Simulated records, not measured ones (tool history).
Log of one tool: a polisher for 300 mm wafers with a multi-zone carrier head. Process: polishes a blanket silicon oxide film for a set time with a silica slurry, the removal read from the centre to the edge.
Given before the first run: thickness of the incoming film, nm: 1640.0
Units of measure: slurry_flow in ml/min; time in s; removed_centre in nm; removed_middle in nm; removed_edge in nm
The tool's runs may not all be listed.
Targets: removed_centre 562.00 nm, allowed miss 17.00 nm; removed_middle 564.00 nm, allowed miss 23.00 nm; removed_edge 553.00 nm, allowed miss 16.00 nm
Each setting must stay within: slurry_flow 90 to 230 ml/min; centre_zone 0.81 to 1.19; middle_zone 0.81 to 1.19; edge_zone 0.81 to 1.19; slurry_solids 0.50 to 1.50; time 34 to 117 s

{"run": 1, "hour": 0.0, "slurry_flow": 150, "centre_zone": 1.0, "middle_zone": 1.0, "edge_zone": 1.0, "slurry_solids": 1.0, "time": 75, "removed_centre": 454.44, "removed_middle": 466.54, "removed_edge": 456.71}
{"run": 2, "hour": 3.0, "slurry_flow": 150, "centre_zone": 0.92, "middle_zone": 1.0, "edge_zone": 1.0, "slurry_solids": 1.0, "time": 75, "removed_centre": 415.71, "removed_middle": 469.26, "removed_edge": 454.69}
{"run": 3, "hour": 8.9, "slurry_flow": 150, "centre_zone": 0.92, "middle_zone": 0.95, "edge_zone": 1.0, "slurry_solids": 1.0, "time": 75, "removed_centre": 417.71, "removed_middle": 448.28, "removed_edge": 453.03}
{"run": 4, "hour": 11.6, "slurry_flow": 160, "centre_zone": 0.96, "middle_zone": 0.98, "edge_zone": 1.03, "slurry_solids": 1.05, "time": 75, "removed_centre": 450.75, "removed_middle": 465.45, "removed_edge": 475.74}
{"run": 5, "hour": 14.5, "slurry_flow": 160, "centre_zone": 0.96, "middle_zone": 1.01, "edge_zone": 1.03, "slurry_solids": 1.05, "time": 75, "removed_centre": 450.26, "removed_middle": 471.54, "removed_edge": 467.72}
{"run": 6, "hour": 22.3, "slurry_flow": 160, "centre_zone": 0.96, "middle_zone": 1.01, "edge_zone": 0.99, "slurry_solids": 1.05, "time": 75, "removed_centre": 450.85, "removed_middle": 474.91, "removed_edge": 460.85}
{"run": 7, "hour": 29.8, "slurry_flow": 160, "centre_zone": 0.98, "middle_zone": 1.04, "edge_zone": 1.02, "slurry_solids": 1.1, "time": 75, "removed_centre": 469.07, "removed_middle": 499.76, "removed_edge": 478.34}
{"run": 8, "hour": 31.8, "slurry_flow": 200, "centre_zone": 1.07, "middle_zone": 1.07, "edge_zone": 1.12, "slurry_solids": 1.2, "time": 75, "removed_centre": 547.55, "removed_middle": 538.27, "removed_edge": 533.22}
{"run": 9, "hour": 37.0, "slurry_flow": 205, "centre_zone": 1.07, "middle_zone": 1.08, "edge_zone": 1.13, "slurry_solids": 1.2, "time": 75, "removed_centre": 536.44, "removed_middle": 554.3, "removed_edge": 536.18}

Exercise: of the 5 proposed moves below, exactly one satisfies all targets within the stated allowed misses. Which move is it?
{"run": "A", "hour": 42.2, "slurry_flow": 210, "centre_zone": 1.11, "middle_zone": 0.99, "edge_zone": 1.11, "slurry_solids": 1.25, "time": 80, "removed_centre": "?", "removed_middle": "?", "removed_edge": "?"}
{"run": "B", "hour": 42.2, "slurry_flow": 210, "centre_zone": 1.09, "middle_zone": 1.01, "edge_zone": 1.19, "slurry_solids": 1.25, "time": 79, "removed_centre": "?", "removed_middle": "?", "removed_edge": "?"}
{"run": "C", "hour": 42.2, "slurry_flow": 205, "centre_zone": 1.14, "middle_zone": 1.01, "edge_zone": 1.16, "slurry_solids": 1.35, "time": 71, "removed_centre": "?", "removed_middle": "?", "removed_edge": "?"}
{"run": "D", "hour": 42.2, "slurry_flow": 220, "centre_zone": 0.97, "middle_zone": 1.1, "edge_zone": 1.16, "slurry_solids": 1.2, "time": 76, "removed_centre": "?", "removed_middle": "?", "removed_edge": "?"}
{"run": "E", "hour": 42.2, "slurry_flow": 165, "centre_zone": 1.07, "middle_zone": 1.06, "edge_zone": 1.1, "slurry_solids": 1.4, "time": 76, "removed_centre": "?", "removed_middle": "?", "removed_edge": "?"}

move=A removed_centre=611.83 removed_middle=553.28 removed_edge=577.44
move=B removed_centre=593.31 removed_middle=555.66 removed_edge=590.94
move=C removed_centre=571.31 removed_middle=511.52 removed_edge=537.34
move=D removed_centre=503.64 removed_middle=570.10 removed_edge=554.45
move=E removed_centre=561.15 removed_middle=560.20 removed_edge=553.66
A: takes the result that was furthest off past its target
B: takes the result that was furthest off past its target
C: the furthest-off result lands on target, but another misses its tolerance
D: its largest miss is bigger than the last run's
E: hits every target within its allowed miss
The move that meets every target is E.
